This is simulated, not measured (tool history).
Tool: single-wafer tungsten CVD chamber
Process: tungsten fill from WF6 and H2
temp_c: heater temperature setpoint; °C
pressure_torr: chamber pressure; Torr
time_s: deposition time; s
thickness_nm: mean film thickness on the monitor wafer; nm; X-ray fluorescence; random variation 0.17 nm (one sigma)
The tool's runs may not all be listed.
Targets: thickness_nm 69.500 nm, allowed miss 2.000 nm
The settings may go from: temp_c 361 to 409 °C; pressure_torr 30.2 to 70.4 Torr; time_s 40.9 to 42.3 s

run,day,temp_c,pressure_torr,time_s,thickness_nm
1,0.000,385,50.3,40.9,109.200
2,0.092,385,50.3,40.9,109.200
3,0.308,385,50.3,40.9,108.960
4,0.550,381,49.9,40.9,99.091
5,0.679,381,41.4,40.9,92.417
6,0.792,381,41.4,40.9,92.347
7,0.904,378,41.2,40.9,86.042
8,1.225,376,41.1,40.9,82.190
9,1.417,375,41.0,40.9,80.551
10,1.771,374,40.9,40.9,78.017
11,2.029,373,40.8,40.9,76.360
12,2.121,372,40.7,40.9,74.105
13,2.233,371,40.7,40.9,72.561

Which of these 4 next moves meets every target?
A,2.346,368,50.4,42.3,?
B,2.346,366,43.4,40.9,?
C,2.346,369,32.5,41.5,?
D,2.346,371,36.7,40.9,?

move,thickness_nm
A,75.758
B,65.805
C,64.456
D,69.817
A: further off than the last run
B: takes the result that was furthest off past its target
C: takes the result that was furthest off past its target
D: meets every target
The right move is D.
